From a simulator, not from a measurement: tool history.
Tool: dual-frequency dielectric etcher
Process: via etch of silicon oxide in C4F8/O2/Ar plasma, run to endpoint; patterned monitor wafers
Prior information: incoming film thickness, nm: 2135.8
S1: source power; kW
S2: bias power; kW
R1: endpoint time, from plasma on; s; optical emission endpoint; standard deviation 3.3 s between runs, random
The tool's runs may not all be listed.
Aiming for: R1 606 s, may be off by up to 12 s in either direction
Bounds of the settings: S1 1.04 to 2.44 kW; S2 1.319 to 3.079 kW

run 1 day=0 | S1=1.74 S2=2.199 | R1=455.83
run 2 day=0.154 | S1=1.74 S2=1.896 | R1=469.53
run 3 day=0.517 | S1=1.61 S2=1.896 | R1=488.96
run 4 day=0.879 | S1=1.61 S2=2.033 | R1=483.68
run 5 day=0.975 | S1=1.53 S2=1.961 | R1=500.14
run 6 day=1.008 | S1=1.46 S2=1.914 | R1=521.02
run 7 day=1.083 | S1=1.41 S2=1.904 | R1=525.41
run 8 day=1.408 | S1=1.41 S2=1.904 | R1=524.62
run 9 day=1.671 | S1=1.36 S2=1.876 | R1=537.85
run 10 day=1.867 | S1=1.32 S2=1.861 | R1=547.64
run 11 day=2.179 | S1=1.28 S2=1.853 | R1=558.83
run 12 day=2.346 | S1=1.25 S2=1.848 | R1=568.92
run 13 day=2.421 | S1=1.23 S2=1.844 | R1=576.18
run 14 day=2.492 | S1=1.21 S2=1.841 | R1=577.8
run 15 day=2.821 | S1=1.19 S2=1.838 | R1=579.99
run 16 day=3.104 | S1=1.17 S2=1.835 | R1=590.8

Exactly one of the 5 candidate moves below puts every result within its allowed miss. Which one?
run A day=3.388 | S1=1.33 S2=1.466 | R1=?
run B day=3.388 | S1=1.11 S2=1.975 | R1=?
run C day=3.388 | S1=1.23 S2=1.929 | R1=?
run D day=3.388 | S1=1.21 S2=2.038 | R1=?
run E day=3.388 | S1=1.3 S2=1.462 | R1=?

move=A R1=576.74
move=B R1=606.47
move=C R1=572.83
move=D R1=571.87
move=E R1=584.67
A: further off than the last run
B: every result lands within tolerance
C: further off than the last run
D: further off than the last run
E: further off than the last run
Move B is the one to make.
